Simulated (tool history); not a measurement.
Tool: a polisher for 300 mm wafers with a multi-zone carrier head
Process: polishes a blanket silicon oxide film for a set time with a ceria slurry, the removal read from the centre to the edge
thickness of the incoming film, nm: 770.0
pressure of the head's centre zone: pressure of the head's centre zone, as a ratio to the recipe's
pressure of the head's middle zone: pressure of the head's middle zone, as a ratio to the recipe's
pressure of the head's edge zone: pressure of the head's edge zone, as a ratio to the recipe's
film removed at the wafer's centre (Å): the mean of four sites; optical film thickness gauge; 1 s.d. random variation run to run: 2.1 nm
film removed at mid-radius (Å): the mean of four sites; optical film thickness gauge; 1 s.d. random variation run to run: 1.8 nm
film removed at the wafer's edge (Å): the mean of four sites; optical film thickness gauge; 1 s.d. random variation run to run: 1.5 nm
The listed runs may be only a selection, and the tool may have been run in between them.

run	hour	flow of slurry (ml/min)	pressure of the head's centre zone	pressure of the head's middle zone	pressure of the head's edge zone	polishing time (s)	film removed at the wafer's centre (Å)	film removed at mid-radius (Å)	film removed at the wafer's edge (Å)
1	0.0	190	1.00	1.00	1.00	55	2549.8	2624.4	2634.8
2	3.9	185	1.00	0.98	1.00	52	2367.1	2413.4	2521.6
3	7.2	185	1.00	0.93	1.00	52	2416.8	2298.9	2484.6
4	11.2	185	1.00	0.93	1.08	52	2418.5	2345.6	2626.2
# hour 17.1: centre zone pressure recalibrated
5	17.1	185	1.00	0.90	1.08	52	2539.4	2277.1	2573.3
6	22.5	180	0.99	0.89	1.06	50	2346.2	2148.8	2464.2
7	25.1	180	0.98	0.88	1.04	48	2269.2	2038.1	2357.6
8	33.3	180	0.97	0.88	1.02	46	2189.7	1958.1	2231.7
9	37.6	175	0.96	0.88	1.01	44	2026.3	1873.1	2082.7

Run 10, settings as shown, results not yet in. Your forecast:
10	46.6	170	0.95	0.87	1.01	43	?	?	?

{"run 10": {"film removed at the wafer's centre (Å)": 1950.6, "film removed at mid-radius (Å)": 1831.0, "film removed at the wafer's edge (Å)": 2061.8}}
